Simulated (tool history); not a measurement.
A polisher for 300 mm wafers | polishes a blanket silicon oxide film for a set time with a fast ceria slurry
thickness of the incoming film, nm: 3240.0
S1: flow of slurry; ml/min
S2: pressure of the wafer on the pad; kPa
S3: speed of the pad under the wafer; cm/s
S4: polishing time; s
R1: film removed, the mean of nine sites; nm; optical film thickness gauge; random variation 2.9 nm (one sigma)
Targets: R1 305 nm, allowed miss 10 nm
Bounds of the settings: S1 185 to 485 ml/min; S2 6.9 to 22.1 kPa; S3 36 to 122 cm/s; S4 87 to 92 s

| run | hour | S1 | S2 | S3 | S4 | R1 |
|---|---|---|---|---|---|---|
| 1 | 0 | 310 | 14.5 | 78 | 87 | 773.19 |
| 2 | 5.4 | 345 | 14.5 | 78 | 87 | 772.95 |
| 3 | 10.7 | 345 | 17.2 | 78 | 87 | 917.99 |
| 4 | 11.3 | 345 | 17.2 | 78 | 92 | 967.25 |
| 5 | 13.3 | 345 | 15.2 | 70 | 91 | 743.78 |
| 6 | 17.3 | 345 | 13.8 | 66 | 91 | 657.67 |
| 7 | 18.9 | 345 | 12.4 | 62 | 91 | 562.82 |
| 8 | 25.2 | 345 | 11.7 | 58 | 91 | 495.43 |
|  | 33.7 | head pressure recalibrated |
| 9 | 33.7 | 345 | 11 | 56 | 91 | 415.8 |
| 10 | 38.7 | 345 | 10.3 | 56 | 91 | 399.38 |
| 11 | 40.2 | 345 | 9.7 | 56 | 91 | 367.45 |
| 12 | 47 | 345 | 8.3 | 56 | 91 | 319.57 |
| 13 | 47.6 | 345 | 7.6 | 56 | 91 | 294.41 |

5 next moves are on the table. One of them brings every result within its allowed miss. Which?
| A | 48.2 | 320 | 8.3 | 48 | 90 | ? |
| B | 48.2 | 310 | 9.7 | 42 | 92 | ? |
| C | 48.2 | 270 | 7.6 | 54 | 90 | ? |
| D | 48.2 | 455 | 6.9 | 62 | 92 | ? |
| E | 48.2 | 355 | 7.6 | 56 | 87 | ? |

| move | R1 |
|---|---|
| A | 276.54 |
| B | 289.49 |
| C | 278.6 |
| D | 308.97 |
| E | 285.89 |
A: further off than the last run
B: further off than the last run
C: further off than the last run
D: meets every target
E: further off than the last run
Answer: D
